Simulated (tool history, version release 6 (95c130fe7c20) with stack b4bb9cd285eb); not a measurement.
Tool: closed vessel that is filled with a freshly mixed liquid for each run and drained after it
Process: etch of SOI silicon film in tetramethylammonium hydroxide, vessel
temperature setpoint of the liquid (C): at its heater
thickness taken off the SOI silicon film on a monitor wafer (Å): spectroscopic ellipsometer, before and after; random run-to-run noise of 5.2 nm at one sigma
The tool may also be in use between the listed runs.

run	hour	temperature setpoint of the liquid (C)	concentration of hydroxide in the mixed liquid (% by weight)	time in the liquid (s)	thickness taken off the SOI silicon film on a monitor wafer (Å)
1	0	61	14.5	90	3205
2	8.8	62	14.5	90	3408
3	14.8	63	14.5	90	3594.4
4	18.3	64	14.5	90	3856.4
5	25	64	12	90	4220.9
6	33.6	64	13.5	90	4012.1
7	39.4	64.5	13.5	90	4075.6

Predict the results of run 8:
8	45.9	71	13.5	90	?

thickness taken off the SOI silicon film on a monitor wafer (Å): 6038.8
